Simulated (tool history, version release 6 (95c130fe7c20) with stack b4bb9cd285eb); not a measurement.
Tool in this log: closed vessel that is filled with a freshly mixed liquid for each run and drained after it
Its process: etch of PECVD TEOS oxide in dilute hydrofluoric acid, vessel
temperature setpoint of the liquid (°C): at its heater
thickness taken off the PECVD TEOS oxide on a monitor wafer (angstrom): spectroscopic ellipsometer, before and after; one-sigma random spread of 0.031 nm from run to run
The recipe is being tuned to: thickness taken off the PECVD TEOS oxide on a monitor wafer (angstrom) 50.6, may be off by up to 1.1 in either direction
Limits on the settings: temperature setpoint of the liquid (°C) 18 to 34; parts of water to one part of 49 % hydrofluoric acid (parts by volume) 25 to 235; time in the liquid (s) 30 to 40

run,hour,temperature setpoint of the liquid (°C),parts of water to one part of 49 % hydrofluoric acid (parts by volume),time in the liquid (s),thickness taken off the PECVD TEOS oxide on a monitor wafer (angstrom)
1,0,26,130,40,67.547
2,2.3,28.5,130,40,73.112
3,5,28.5,130,30,55.399
4,6.2,28.5,135,30,52.931
5,13.7,28.5,115,30,64.18
6,14.6,30.5,115,30,67.739
7,16.7,29.5,115,30,66.2
8,25.4,29,115,30,65.197
9,31.8,28.5,115,30,64.113
10,33.6,28.5,115,30,63.173
11,39.5,27.5,115,30,61.45
12,43.4,23.5,115,30,52.735

Of the 4 settings listed for the next run, only one would bring every result within its allowed miss of target. Which one?
A,47.3,22.5,115,30,?
B,47.3,22.5,140,40,?
C,47.3,23.5,145,40,?
D,47.3,23.5,125,30,?

move,thickness taken off the PECVD TEOS oxide on a monitor wafer (angstrom)
A,50.338
B,53.586
C,53.483
D,47.616
A: all results in spec
B: further off than the last run
C: further off than the last run
D: takes the biggest miss from the last run beyond its target
The move that meets every target is A.
